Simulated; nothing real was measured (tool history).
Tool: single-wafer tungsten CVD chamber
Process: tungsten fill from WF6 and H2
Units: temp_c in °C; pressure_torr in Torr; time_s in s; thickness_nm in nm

| run | day | temp_c | pressure_torr | time_s | thickness_nm |
|---|---|---|---|---|---|
| 1 | 0.000 | 385 | 29.6 | 27.4 | 57.053 |
| 2 | 0.062 | 383 | 29.6 | 27.4 | 54.422 |
| 3 | 0.392 | 373 | 29.6 | 27.4 | 42.977 |
| 4 | 0.754 | 373 | 29.6 | 27.4 | 43.075 |
| 5 | 0.792 | 375 | 29.6 | 27.4 | 45.100 |
| 6 | 0.846 | 376 | 29.6 | 27.4 | 46.162 |
| 7 | 0.933 | 377 | 29.6 | 27.4 | 47.363 |

Run 8 comes next. What will it give?
| 8 | 1.033 | 378 | 29.6 | 27.4 | ? |

thickness_nm: 48.549 nm

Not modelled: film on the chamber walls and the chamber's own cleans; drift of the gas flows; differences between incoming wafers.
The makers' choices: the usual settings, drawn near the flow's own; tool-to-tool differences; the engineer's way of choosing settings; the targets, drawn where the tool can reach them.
